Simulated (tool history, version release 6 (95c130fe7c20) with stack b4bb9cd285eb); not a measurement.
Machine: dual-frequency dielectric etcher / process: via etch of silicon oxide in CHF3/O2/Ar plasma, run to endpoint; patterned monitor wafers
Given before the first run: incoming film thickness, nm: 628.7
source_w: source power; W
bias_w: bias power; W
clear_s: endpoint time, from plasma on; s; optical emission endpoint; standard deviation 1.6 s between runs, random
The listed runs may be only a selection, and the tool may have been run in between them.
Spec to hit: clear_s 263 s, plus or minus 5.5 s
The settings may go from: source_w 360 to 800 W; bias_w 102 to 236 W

run	hour	source_w	bias_w	clear_s
1	0	580	169	324.94
2	4.6	600	173	313.49
3	10.9	620	174	313.46
4	15.9	620	200	290.5
5	22.9	560	200	303.86
6	27.2	560	181	315.16
7	32	580	185	308.72
8	35.9	600	188	306.07
9	36.8	620	191	295.63
10	42.9	620	191	295.67
11	47.3	630	192	291.37
12	53.3	640	193	292.18

Exactly one of the 5 candidate moves below puts every result within its allowed miss. Which one?
A	59.3	580	184	?
B	59.3	720	206	?
C	59.3	720	198	?
D	59.3	700	202	?
E	59.3	730	218	?

move	clear_s
A	309.29
B	270.97
C	276.39
D	276.34
E	262.21
A: the biggest miss grows against the last run
B: nearer the targets than the last run, but a result is still out of spec
C: nearer the targets than the last run, but a result is still out of spec
D: nearer the targets than the last run, but a result is still out of spec
E: all results land within tolerance of their targets
So the answer is move E, the one that meets all the targets.

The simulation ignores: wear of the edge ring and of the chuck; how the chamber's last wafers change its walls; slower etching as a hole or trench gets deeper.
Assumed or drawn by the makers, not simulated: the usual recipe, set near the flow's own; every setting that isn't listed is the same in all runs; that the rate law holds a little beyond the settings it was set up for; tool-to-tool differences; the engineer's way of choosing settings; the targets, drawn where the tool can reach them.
